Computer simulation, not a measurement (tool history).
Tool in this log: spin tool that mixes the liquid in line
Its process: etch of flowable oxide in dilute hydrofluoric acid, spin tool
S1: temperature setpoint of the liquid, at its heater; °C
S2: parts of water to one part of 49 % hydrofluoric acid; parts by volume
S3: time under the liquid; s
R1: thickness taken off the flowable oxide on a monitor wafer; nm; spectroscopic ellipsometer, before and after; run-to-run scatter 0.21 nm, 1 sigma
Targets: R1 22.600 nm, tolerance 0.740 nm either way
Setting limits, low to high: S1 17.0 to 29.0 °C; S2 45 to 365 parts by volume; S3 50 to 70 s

{"run": 1, "day": 0.0, "S1": 21.0, "S2": 205, "S3": 70, "R1": 11.697}
{"run": 2, "day": 0.262, "S1": 21.0, "S2": 175, "S3": 70, "R1": 13.95}
{"run": 3, "day": 0.312, "S1": 18.5, "S2": 175, "S3": 70, "R1": 12.655}
{"run": 4, "day": 0.338, "S1": 21.0, "S2": 175, "S3": 70, "R1": 14.14}
{"run": 5, "day": 0.512, "S1": 21.0, "S2": 175, "S3": 70, "R1": 13.937}
{"run": 6, "day": 0.592, "S1": 21.0, "S2": 140, "S3": 70, "R1": 18.041}
{"run": 7, "day": 0.875, "S1": 22.0, "S2": 140, "S3": 70, "R1": 18.895}
{"run": 8, "day": 1.038, "S1": 22.5, "S2": 140, "S3": 70, "R1": 19.246}
{"run": 9, "day": 1.062, "S1": 23.0, "S2": 140, "S3": 70, "R1": 19.704}
{"run": 10, "day": 1.279, "S1": 23.5, "S2": 140, "S3": 70, "R1": 20.275}
{"run": 11, "day": 1.642, "S1": 24.0, "S2": 140, "S3": 70, "R1": 20.776}
{"run": 12, "day": 2.012, "S1": 24.5, "S2": 140, "S3": 70, "R1": 20.759}
{"run": 13, "day": 2.383, "S1": 25.0, "S2": 140, "S3": 70, "R1": 21.202}
{"run": 14, "day": 2.579, "S1": 25.5, "S2": 140, "S3": 70, "R1": 21.583}

Which single option among these 5 for the next run brings every result within its allowed miss of target? Just one does.
{"run": "A", "day": 2.775, "S1": 23.0, "S2": 115, "S3": 70, "R1": "?"}
{"run": "B", "day": 2.775, "S1": 26.0, "S2": 95, "S3": 50, "R1": "?"}
{"run": "C", "day": 2.775, "S1": 23.5, "S2": 130, "S3": 65, "R1": "?"}
{"run": "D", "day": 2.775, "S1": 27.5, "S2": 145, "S3": 70, "R1": "?"}
{"run": "E", "day": 2.775, "S1": 24.0, "S2": 135, "S3": 70, "R1": "?"}

move=A R1=24.669
move=B R1=24.598
move=C R1=20.307
move=D R1=22.416
move=E R1=21.347
A: moves the result that the last run missed by most past its target, out the other side
B: moves the result that the last run missed by most past its target, out the other side
C: moves away from the targets compared with the last run
D: hits every target within its allowed miss
E: moves away from the targets compared with the last run
D meets every target.
